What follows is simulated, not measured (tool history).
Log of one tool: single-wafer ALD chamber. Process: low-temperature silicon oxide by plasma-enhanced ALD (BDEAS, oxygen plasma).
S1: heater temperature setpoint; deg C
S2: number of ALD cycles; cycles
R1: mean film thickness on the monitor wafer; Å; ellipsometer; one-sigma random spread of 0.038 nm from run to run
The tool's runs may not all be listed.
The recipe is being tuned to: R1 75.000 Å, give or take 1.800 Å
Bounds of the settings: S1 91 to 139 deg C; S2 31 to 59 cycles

run  hour   S1  S2      R1
  1   0.0  115  45  58.977
  2   4.4  115  51  67.074
  3  11.4  115  52  68.590
  4  19.9  115  46  60.759
  5  23.2  108  46  61.554
  6  29.5  118  46  60.138
  7  34.1  117  48  63.112
  8  38.6  117  50  65.303

Next run, 5 choices. One meets every target within its allowed miss, the rest don't. Which?
  A  43.1  115  54   ?
  B  43.1  114  46   ?
  C  43.1  121  58   ?
  D  43.1  117  55   ?
  E  43.1  100  53   ?

move      R1
   A  71.038
   B  60.632
   C  75.412
   D  72.073
   E  71.844
A: closes in on the targets versus the last run, not all within tolerance yet
B: its largest miss is bigger than the last run's
C: all results in spec
D: closes in on the targets versus the last run, not all within tolerance yet
E: closes in on the targets versus the last run, not all within tolerance yet
The move that meets every target is C.
